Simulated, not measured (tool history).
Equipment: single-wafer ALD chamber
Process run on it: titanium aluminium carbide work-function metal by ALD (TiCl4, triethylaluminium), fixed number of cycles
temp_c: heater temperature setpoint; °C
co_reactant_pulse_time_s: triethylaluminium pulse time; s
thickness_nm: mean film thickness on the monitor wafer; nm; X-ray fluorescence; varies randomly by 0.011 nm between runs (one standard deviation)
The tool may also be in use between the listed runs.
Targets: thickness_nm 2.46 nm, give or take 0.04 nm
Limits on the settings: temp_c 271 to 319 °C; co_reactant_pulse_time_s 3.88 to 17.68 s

run	hour	temp_c	co_reactant_pulse_time_s	thickness_nm
1	0	295	10.78	2.2225
2	2.5	288	10.78	2.1674
3	10.6	288	12.82	2.2005
4	13.9	295	13.58	2.2798
5	18	299	13.58	2.3054
6	26.2	303	14.1	2.3637
7	29.7	305	14.36	2.3408
8	33.6	308	15.15	2.3932

Which one of the following 5 next-run settings gets every result inside its allowed miss? There is exactly one.
A	37.5	305	15.83	?
B	37.5	302	16.09	?
C	37.5	315	15.07	?
D	37.5	305	15.11	?
E	37.5	308	10.91	?

move	thickness_nm
A	2.3664
B	2.3384
C	2.4598
D	2.3637
E	2.348
A: misses by more than the last run did
B: misses by more than the last run did
C: all results in spec
D: misses by more than the last run did
E: misses by more than the last run did
Go with C: it meets all targets.
